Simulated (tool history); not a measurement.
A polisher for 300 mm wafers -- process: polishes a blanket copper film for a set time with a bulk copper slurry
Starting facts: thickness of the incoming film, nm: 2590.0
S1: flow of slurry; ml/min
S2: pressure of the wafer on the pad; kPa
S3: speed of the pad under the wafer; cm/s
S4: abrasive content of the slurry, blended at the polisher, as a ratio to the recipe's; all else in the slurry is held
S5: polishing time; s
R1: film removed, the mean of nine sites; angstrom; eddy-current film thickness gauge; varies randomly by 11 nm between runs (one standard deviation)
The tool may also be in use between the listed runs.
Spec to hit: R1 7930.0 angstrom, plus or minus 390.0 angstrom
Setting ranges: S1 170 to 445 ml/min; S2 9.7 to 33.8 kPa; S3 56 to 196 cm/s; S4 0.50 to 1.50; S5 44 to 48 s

run 1 hour=0.0 | S1=285 S2=21.4 S3=126 S4=1.00 S5=48 | R1=6170.3
run 2 hour=4.7 | S1=285 S2=24.1 S3=126 S4=1.00 S5=48 | R1=7016.0
run 3 hour=10.4 | S1=355 S2=24.1 S3=126 S4=1.00 S5=48 | R1=6933.6
run 4 hour=12.0 | S1=380 S2=24.1 S3=126 S4=1.00 S5=48 | R1=7133.5
run 5 hour=18.2 | S1=380 S2=24.1 S3=98 S4=1.00 S5=48 | R1=5896.0
run 6 hour=25.2 | S1=380 S2=24.1 S3=98 S4=1.00 S5=44 | R1=5281.8
run 7 hour=27.9 | S1=380 S2=24.8 S3=98 S4=1.00 S5=44 | R1=5452.9
run 8 hour=33.9 | S1=380 S2=25.5 S3=98 S4=1.00 S5=44 | R1=5724.0
run 9 hour=38.9 | S1=380 S2=31.7 S3=102 S4=1.00 S5=44 | R1=7200.8

Which single option among these 4 for the next run brings every result within its allowed miss of target? Just one does.
run A hour=43.9 | S1=445 S2=33.1 S3=76 S4=1.10 S5=48 | R1=?
run B hour=43.9 | S1=335 S2=30.3 S3=86 S4=1.20 S5=44 | R1=?
run C hour=43.9 | S1=340 S2=30.3 S3=110 S4=1.15 S5=47 | R1=?
run D hour=43.9 | S1=400 S2=29.0 S3=90 S4=1.10 S5=44 | R1=?

move=A R1=6789.9
move=B R1=6258.9
move=C R1=7999.8
move=D R1=6141.5
A: further off than the last run
B: further off than the last run
C: meets every target
D: further off than the last run
The move that meets every target is C.

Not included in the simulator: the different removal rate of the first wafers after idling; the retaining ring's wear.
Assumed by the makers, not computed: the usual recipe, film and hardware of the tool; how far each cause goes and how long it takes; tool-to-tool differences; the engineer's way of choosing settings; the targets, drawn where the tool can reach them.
